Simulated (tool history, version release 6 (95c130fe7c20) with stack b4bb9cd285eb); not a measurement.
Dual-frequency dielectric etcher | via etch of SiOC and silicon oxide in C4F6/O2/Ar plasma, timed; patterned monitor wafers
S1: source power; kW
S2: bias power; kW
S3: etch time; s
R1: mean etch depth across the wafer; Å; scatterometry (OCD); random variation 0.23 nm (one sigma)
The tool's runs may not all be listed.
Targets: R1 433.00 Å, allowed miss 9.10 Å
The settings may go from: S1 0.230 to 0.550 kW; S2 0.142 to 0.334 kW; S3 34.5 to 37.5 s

run 1 hour=0.0 | S1=0.390 S2=0.238 S3=37.5 | R1=500.82
run 2 hour=7.9 | S1=0.390 S2=0.218 S3=37.5 | R1=484.59
run 3 hour=13.3 | S1=0.390 S2=0.253 S3=37.5 | R1=517.55
run 4 hour=17.1 | S1=0.390 S2=0.279 S3=37.5 | R1=543.46
run 5 hour=17.6 | S1=0.360 S2=0.268 S3=37.5 | R1=517.08
run 6 hour=26.2 | S1=0.340 S2=0.259 S3=37.5 | R1=503.73
run 7 hour=30.7 | S1=0.320 S2=0.248 S3=37.5 | R1=483.55
run 8 hour=39.3 | S1=0.240 S2=0.229 S3=37.0 | R1=421.39

Which of these 5 next moves meets every target?
run A hour=47.9 | S1=0.290 S2=0.206 S3=37.5 | R1=?
run B hour=47.9 | S1=0.230 S2=0.254 S3=34.5 | R1=?
run C hour=47.9 | S1=0.240 S2=0.223 S3=36.0 | R1=?
run D hour=47.9 | S1=0.240 S2=0.229 S3=36.5 | R1=?
run E hour=47.9 | S1=0.340 S2=0.183 S3=35.0 | R1=?

move=A R1=428.40
move=B R1=405.71
move=C R1=403.33
move=D R1=414.05
move=E R1=397.46
A: meets every target
B: further off than the last run
C: further off than the last run
D: further off than the last run
E: further off than the last run
Answer: A
